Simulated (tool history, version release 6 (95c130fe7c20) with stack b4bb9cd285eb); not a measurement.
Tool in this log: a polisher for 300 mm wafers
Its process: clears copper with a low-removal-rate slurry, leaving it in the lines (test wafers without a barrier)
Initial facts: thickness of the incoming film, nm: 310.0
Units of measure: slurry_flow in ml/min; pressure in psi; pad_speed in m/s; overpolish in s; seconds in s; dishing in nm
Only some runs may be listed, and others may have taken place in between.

run 1 hour=0.0 | slurry_flow=210 pressure=3.1 pad_speed=0.90 slurry_solids=1.0 overpolish=16 | seconds=126.910 dishing=18.308
run 2 hour=3.1 | slurry_flow=210 pressure=3.7 pad_speed=0.90 slurry_solids=1.0 overpolish=16 | seconds=107.040 dishing=19.553
run 3 hour=12.2 | slurry_flow=210 pressure=3.6 pad_speed=0.90 slurry_solids=1.0 overpolish=14 | seconds=110.450 dishing=18.158
run 4 hour=20.1 | slurry_flow=210 pressure=3.6 pad_speed=0.90 slurry_solids=1.0 overpolish=12 | seconds=109.510 dishing=16.738
run 5 hour=28.6 | slurry_flow=210 pressure=3.6 pad_speed=0.90 slurry_solids=1.0 overpolish=17 | seconds=110.500 dishing=21.007
run 6 hour=33.2 | slurry_flow=210 pressure=3.6 pad_speed=1.10 slurry_solids=1.0 overpolish=17 | seconds=90.930 dishing=22.202
run 7 hour=36.8 | slurry_flow=210 pressure=3.4 pad_speed=1.10 slurry_solids=1.0 overpolish=15 | seconds=96.453 dishing=19.990
run 8 hour=45.5 | slurry_flow=205 pressure=2.6 pad_speed=1.10 slurry_solids=1.0 overpolish=7 | seconds=124.600 dishing=10.056
run 9 hour=46.4 | slurry_flow=210 pressure=2.6 pad_speed=1.10 slurry_solids=1.0 overpolish=8 | seconds=126.500 dishing=11.376
run 10 hour=48.2 | slurry_flow=210 pressure=2.6 pad_speed=1.10 slurry_solids=1.0 overpolish=8 | seconds=123.030 dishing=11.549
run 11 hour=55.4 | slurry_flow=215 pressure=2.6 pad_speed=1.10 slurry_solids=1.0 overpolish=8 | seconds=125.250 dishing=11.285
run 12 hour=60.5 | slurry_flow=220 pressure=2.6 pad_speed=1.10 slurry_solids=1.0 overpolish=8 | seconds=123.300 dishing=11.458
run 13 hour=61.6 | slurry_flow=245 pressure=2.7 pad_speed=1.10 slurry_solids=1.0 overpolish=11 | seconds=119.220 dishing=14.939
run 14 hour=67.7 | slurry_flow=235 pressure=2.7 pad_speed=1.10 slurry_solids=1.0 overpolish=11 | seconds=119.210 dishing=14.987
run 15 hour=69.0 | slurry_flow=230 pressure=2.7 pad_speed=1.10 slurry_solids=1.0 overpolish=11 | seconds=119.900 dishing=14.705
run 16 hour=73.3 | slurry_flow=225 pressure=2.7 pad_speed=1.10 slurry_solids=1.0 overpolish=11 | seconds=119.510 dishing=14.867
run 17 hour=76.0 | slurry_flow=220 pressure=2.7 pad_speed=1.10 slurry_solids=1.0 overpolish=11 | seconds=120.130 dishing=14.827
run 18 hour=82.5 | slurry_flow=215 pressure=2.7 pad_speed=1.10 slurry_solids=1.0 overpolish=11 | seconds=119.500 dishing=14.812
run 19 hour=88.2 | slurry_flow=215 pressure=2.7 pad_speed=1.10 slurry_solids=1.0 overpolish=7 | seconds=120.810 dishing=10.716
run 20 hour=93.9 | slurry_flow=225 pressure=2.7 pad_speed=1.10 slurry_solids=1.0 overpolish=7 | seconds=119.730 dishing=10.966
run 21 hour=100.5 | slurry_flow=235 pressure=2.7 pad_speed=1.10 slurry_solids=1.0 overpolish=7 | seconds=119.470 dishing=10.345

Run 22, settings as shown, results not yet in. Your forecast:
run 22 hour=106.4 | slurry_flow=230 pressure=2.7 pad_speed=1.10 slurry_solids=1.0 overpolish=8 | seconds=? dishing=?

{"run 22": {"seconds": 119.87, "dishing": 11.763}}

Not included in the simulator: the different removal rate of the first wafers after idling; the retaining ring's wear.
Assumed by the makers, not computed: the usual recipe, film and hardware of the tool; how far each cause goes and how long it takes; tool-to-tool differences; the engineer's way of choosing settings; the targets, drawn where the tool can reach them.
